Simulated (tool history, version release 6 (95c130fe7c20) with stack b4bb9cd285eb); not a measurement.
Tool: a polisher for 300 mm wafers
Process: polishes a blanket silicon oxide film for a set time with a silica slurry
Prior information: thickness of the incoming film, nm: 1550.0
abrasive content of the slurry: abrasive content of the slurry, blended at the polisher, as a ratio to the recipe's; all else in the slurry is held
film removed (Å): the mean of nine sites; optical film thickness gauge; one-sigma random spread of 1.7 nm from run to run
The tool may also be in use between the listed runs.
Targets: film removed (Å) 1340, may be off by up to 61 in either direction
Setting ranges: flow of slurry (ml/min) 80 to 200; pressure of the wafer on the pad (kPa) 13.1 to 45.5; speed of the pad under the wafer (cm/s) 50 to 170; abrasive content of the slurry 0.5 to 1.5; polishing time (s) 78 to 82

run,hour,flow of slurry (ml/min),pressure of the wafer on the pad (kPa),speed of the pad under the wafer (cm/s),abrasive content of the slurry,polishing time (s),film removed (Å)
1,0,130,29,110,1,78,2240.9
2,6.6,130,29,110,1,82,2404.7
3,7.5,130,27.6,110,1,82,2301.8
4,14.5,130,27.6,110,0.9,82,2223.1
5,17.6,130,26.2,110,0.9,82,2080.3
6,20.3,150,26.2,110,0.9,82,2138.8
7,21.8,150,24.8,110,0.9,82,2012.5
8,28.1,150,24.1,110,0.9,82,1987.5
9,36.1,150,22.8,110,0.9,82,1878.8
10,41.6,150,22.1,110,0.9,82,1814.2
11,46.7,150,21.4,110,0.9,82,1770.5
12,50,150,20.7,110,0.9,82,1733.2
13,52.7,150,20,110,0.9,82,1651.7
14,55.8,150,19.3,110,0.9,82,1591.4
15,58.2,140,17.2,110,0.9,82,1413.5
# hour 65: slurry nozzle cleaned
16,65,135,17.2,110,0.9,82,1489.4

Consider the 5 candidate settings below. Which is the only one whose results all fall within their allowed miss of target?
A,71.8,130,13.8,118,0.85,78,?
B,71.8,120,17.9,106,0.7,82,?
C,71.8,135,13.1,112,1.05,78,?
D,71.8,145,14.5,114,0.85,79,?
E,71.8,145,15.2,102,0.85,78,?

move,film removed (Å)
A,1183.3
B,1350.2
C,1166.7
D,1248.2
E,1178
A: takes the biggest miss from the last run beyond its target
B: meets every target
C: takes the biggest miss from the last run beyond its target
D: takes the biggest miss from the last run beyond its target
E: takes the biggest miss from the last run beyond its target
Move B is the one to make.

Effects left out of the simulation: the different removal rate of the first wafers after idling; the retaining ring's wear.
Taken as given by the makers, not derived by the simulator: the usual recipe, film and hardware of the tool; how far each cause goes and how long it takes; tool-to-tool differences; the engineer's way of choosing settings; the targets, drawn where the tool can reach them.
